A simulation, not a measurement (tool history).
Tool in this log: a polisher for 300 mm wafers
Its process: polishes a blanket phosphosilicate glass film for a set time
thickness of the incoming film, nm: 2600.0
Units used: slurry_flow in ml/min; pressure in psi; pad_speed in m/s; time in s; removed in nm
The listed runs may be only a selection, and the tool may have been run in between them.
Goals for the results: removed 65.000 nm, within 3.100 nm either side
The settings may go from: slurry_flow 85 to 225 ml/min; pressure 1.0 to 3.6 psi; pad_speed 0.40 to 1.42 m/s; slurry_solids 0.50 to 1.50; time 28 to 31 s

run  hour  slurry_flow  pressure  pad_speed  slurry_solids  time  removed
  1   0.0          145       2.3       0.90           1.00    31  145.270
  2   3.2          145       2.3       0.70           1.00    31  119.760
  3   7.9          145       2.3       0.70           1.10    31  123.400
  4  13.2          145       1.9       0.68           1.10    31  100.180
  5  22.2          145       1.9       0.82           1.10    31  118.450
  6  30.4          165       1.9       0.82           1.10    31  120.270
  7  36.4          165       1.6       0.76           1.10    31   97.063
  8  42.1          165       1.4       0.72           1.10    31   80.660
  9  48.6          165       1.3       0.72           1.10    31   75.859
 10  50.0          160       1.2       0.72           1.10    31   70.089
 11  56.6          155       1.2       0.72           1.10    31   69.346
     61.8  -- slurry nozzle cleaned
 12  61.8          150       1.2       0.72           1.10    31   76.918
 13  70.0          160       1.1       0.72           1.10    31   72.235
 14  73.8          160       1.1       0.70           1.10    31   68.968

Which single option among these 4 for the next run brings every result within its allowed miss of target? Just one does.
  A  77.6          150       1.0       0.80           1.05    29        ?
  B  77.6          150       1.4       0.62           1.05    28        ?
  C  77.6          185       1.0       0.80           1.15    30        ?
  D  77.6          150       1.1       0.80           1.15    30        ?

move  removed
   A   65.423
   B   70.752
   C   72.770
   D   76.918
A: every result within its allowed miss
B: lands further from the targets than the last run did
C: lands further from the targets than the last run did
D: lands further from the targets than the last run did
Correct choice: A, which meets every target

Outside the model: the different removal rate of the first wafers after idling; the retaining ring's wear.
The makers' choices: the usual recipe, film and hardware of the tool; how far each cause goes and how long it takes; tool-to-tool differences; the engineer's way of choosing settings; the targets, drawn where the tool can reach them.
